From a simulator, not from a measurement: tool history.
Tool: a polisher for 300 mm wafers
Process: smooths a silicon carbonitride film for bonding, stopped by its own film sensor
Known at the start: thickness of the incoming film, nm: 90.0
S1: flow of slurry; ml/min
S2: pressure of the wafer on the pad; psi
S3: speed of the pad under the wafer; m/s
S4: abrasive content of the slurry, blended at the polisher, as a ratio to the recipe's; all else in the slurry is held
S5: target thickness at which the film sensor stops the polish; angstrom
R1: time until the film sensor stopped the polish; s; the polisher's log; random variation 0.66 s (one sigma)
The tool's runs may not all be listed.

run,hour,S1,S2,S3,S4,S5,R1
1,0.0,280,2.1,0.86,1.0,780,60.142
2,8.4,280,2.3,0.88,1.0,780,54.501
3,11.1,280,2.5,0.90,1.0,780,48.516
4,14.3,280,2.5,0.90,0.9,780,52.321
5,18.3,280,2.1,0.90,0.9,780,60.492
6,22.4,280,2.4,0.92,0.9,780,51.480
7,27.0,280,2.6,0.92,0.9,780,50.182
8,35.6,280,2.7,0.94,0.9,780,46.558

Run 9 comes next. What will it give?
9,43.9,280,2.8,0.94,0.9,780,?

{"run 9": {"R1": 45.511}}
